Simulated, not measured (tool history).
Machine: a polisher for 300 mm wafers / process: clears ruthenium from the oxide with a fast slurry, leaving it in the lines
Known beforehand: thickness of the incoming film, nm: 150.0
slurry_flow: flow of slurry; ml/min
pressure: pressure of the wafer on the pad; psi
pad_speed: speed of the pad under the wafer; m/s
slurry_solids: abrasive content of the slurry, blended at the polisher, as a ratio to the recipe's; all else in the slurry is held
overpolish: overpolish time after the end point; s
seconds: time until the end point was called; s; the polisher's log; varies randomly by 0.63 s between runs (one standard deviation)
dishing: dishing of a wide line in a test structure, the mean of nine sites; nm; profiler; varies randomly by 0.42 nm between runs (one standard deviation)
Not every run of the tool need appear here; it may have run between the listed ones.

{"run": 1, "hour": 0.0, "slurry_flow": 220, "pressure": 2.6, "pad_speed": 1.02, "slurry_solids": 1, "overpolish": 21, "seconds": 37.257, "dishing": 67.578}
{"run": 2, "hour": 5.8, "slurry_flow": 225, "pressure": 2.5, "pad_speed": 1.02, "slurry_solids": 1, "overpolish": 18, "seconds": 37.954, "dishing": 58.347}
{"run": 3, "hour": 11.4, "slurry_flow": 265, "pressure": 2.5, "pad_speed": 1.02, "slurry_solids": 1, "overpolish": 18, "seconds": 38.254, "dishing": 58.034}
{"run": 4, "hour": 12.4, "slurry_flow": 265, "pressure": 3.1, "pad_speed": 1.02, "slurry_solids": 1, "overpolish": 18, "seconds": 30.823, "dishing": 71.23}
{"run": 5, "hour": 16.7, "slurry_flow": 265, "pressure": 2.8, "pad_speed": 1.02, "slurry_solids": 1, "overpolish": 18, "seconds": 34.169, "dishing": 64.982}
{"run": 6, "hour": 19.6, "slurry_flow": 265, "pressure": 2.6, "pad_speed": 1.02, "slurry_solids": 1, "overpolish": 16, "seconds": 36.58, "dishing": 55.256}

Expected results for the next run?
{"run": 7, "hour": 23.5, "slurry_flow": 265, "pressure": 2.4, "pad_speed": 1.02, "slurry_solids": 1, "overpolish": 15, "seconds": "?", "dishing": "?"}

{"run 7": {"seconds": 39.316, "dishing": 48.518}}

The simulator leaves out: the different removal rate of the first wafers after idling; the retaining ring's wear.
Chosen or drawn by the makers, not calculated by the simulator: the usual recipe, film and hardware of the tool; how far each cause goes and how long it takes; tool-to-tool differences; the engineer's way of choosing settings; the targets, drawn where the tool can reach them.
